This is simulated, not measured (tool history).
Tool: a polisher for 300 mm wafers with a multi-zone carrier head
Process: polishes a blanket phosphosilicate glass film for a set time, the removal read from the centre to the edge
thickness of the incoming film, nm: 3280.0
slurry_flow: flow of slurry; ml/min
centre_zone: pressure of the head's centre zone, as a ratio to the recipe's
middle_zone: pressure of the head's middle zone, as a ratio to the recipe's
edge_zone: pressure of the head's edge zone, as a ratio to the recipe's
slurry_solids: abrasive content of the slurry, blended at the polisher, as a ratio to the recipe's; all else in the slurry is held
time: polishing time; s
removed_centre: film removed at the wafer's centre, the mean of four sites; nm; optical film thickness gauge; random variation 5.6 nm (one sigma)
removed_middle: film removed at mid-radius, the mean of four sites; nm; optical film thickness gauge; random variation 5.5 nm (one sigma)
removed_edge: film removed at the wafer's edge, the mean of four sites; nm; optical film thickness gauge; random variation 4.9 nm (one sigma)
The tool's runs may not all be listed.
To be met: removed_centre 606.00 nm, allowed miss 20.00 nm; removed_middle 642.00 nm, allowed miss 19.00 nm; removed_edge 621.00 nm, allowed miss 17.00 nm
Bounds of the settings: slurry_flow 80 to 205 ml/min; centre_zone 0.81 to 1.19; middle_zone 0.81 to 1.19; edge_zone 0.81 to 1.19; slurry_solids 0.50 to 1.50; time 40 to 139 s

run  hour  slurry_flow  centre_zone  middle_zone  edge_zone  slurry_solids  time  removed_centre  removed_middle  removed_edge
  1   0.0          135         1.00         1.00       1.00           1.00    89          462.75          468.92        479.29
  2   8.5          135         0.92         1.00       1.00           1.00    89          431.71          476.65        474.79
  3   9.4          145         0.96         1.03       1.04           1.05    89          466.41          509.45        505.21
  4  15.8          155         0.99         1.05       1.07           1.10    89          498.20          535.22        541.32
  5  21.1          155         0.99         1.05       1.07           1.10   111          630.37          672.85        660.66
  6  26.0          150         0.99         1.05       1.06           1.10   111          626.74          670.50        658.16
  7  30.5          145         0.99         1.05       1.05           1.10   111          618.56          657.70        650.39
  8  34.7          140         0.99         1.05       1.04           1.10   111          617.97          640.33        646.04
     42.7  -- slurry nozzle cleaned
  9  42.7          140         0.98         1.05       1.02           1.10   111          689.48          730.14        688.68

Which of these 5 next moves meets every target?
  A  50.7          165         0.93         1.00       1.00           1.10   121               ?               ?             ?
  B  50.7          135         1.01         1.00       1.04           1.15   124               ?               ?             ?
  C  50.7          120         1.08         0.99       0.96           1.40   111               ?               ?             ?
  D  50.7          145         0.91         1.12       1.02           1.10    96               ?               ?             ?
  E  50.7          115         0.98         1.04       1.02           1.05   106               ?               ?             ?

move  removed_centre  removed_middle  removed_edge
   A          733.14          774.93        762.93
   B          796.15          784.74        795.58
   C          808.56          747.54        739.10
   D          557.07          648.59        600.85
   E          608.72          635.16        627.15
A: further off than the last run
B: further off than the last run
C: further off than the last run
D: brings the result that was furthest off to its target, and leaves another outside
E: meets every target
The right move is E.
